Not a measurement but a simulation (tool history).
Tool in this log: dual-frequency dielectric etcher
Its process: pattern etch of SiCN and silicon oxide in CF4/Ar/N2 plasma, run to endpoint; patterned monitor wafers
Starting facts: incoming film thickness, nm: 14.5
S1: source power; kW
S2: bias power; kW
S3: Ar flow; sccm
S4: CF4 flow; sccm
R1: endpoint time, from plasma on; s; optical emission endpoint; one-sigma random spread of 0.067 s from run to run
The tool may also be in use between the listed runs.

{"run": 1, "hour": 0.0, "S1": 0.42, "S2": 0.083, "S3": 89, "S4": 43, "R1": 17.493}
{"run": 2, "hour": 4.4, "S1": 0.4, "S2": 0.083, "S3": 89, "S4": 43, "R1": 18.352}
{"run": 3, "hour": 13.4, "S1": 0.4, "S2": 0.083, "S3": 89, "S4": 48, "R1": 17.989}
{"run": 4, "hour": 15.8, "S1": 0.4, "S2": 0.083, "S3": 79, "S4": 48, "R1": 17.591}
{"run": 5, "hour": 24.4, "S1": 0.38, "S2": 0.083, "S3": 79, "S4": 48, "R1": 18.558}
{"run": 6, "hour": 31.2, "S1": 0.38, "S2": 0.083, "S3": 79, "S4": 55, "R1": 18.141}
{"run": 7, "hour": 38.1, "S1": 0.31, "S2": 0.081, "S3": 79, "S4": 55, "R1": 22.11}
{"run": 8, "hour": 38.8, "S1": 0.32, "S2": 0.081, "S3": 79, "S4": 55, "R1": 21.451}

Run 9 comes next. What will it give?
{"run": 9, "hour": 43.5, "S1": 0.32, "S2": 0.081, "S3": 79, "S4": 55, "R1": "?"}

Run 9 produced R1 21.365 s.

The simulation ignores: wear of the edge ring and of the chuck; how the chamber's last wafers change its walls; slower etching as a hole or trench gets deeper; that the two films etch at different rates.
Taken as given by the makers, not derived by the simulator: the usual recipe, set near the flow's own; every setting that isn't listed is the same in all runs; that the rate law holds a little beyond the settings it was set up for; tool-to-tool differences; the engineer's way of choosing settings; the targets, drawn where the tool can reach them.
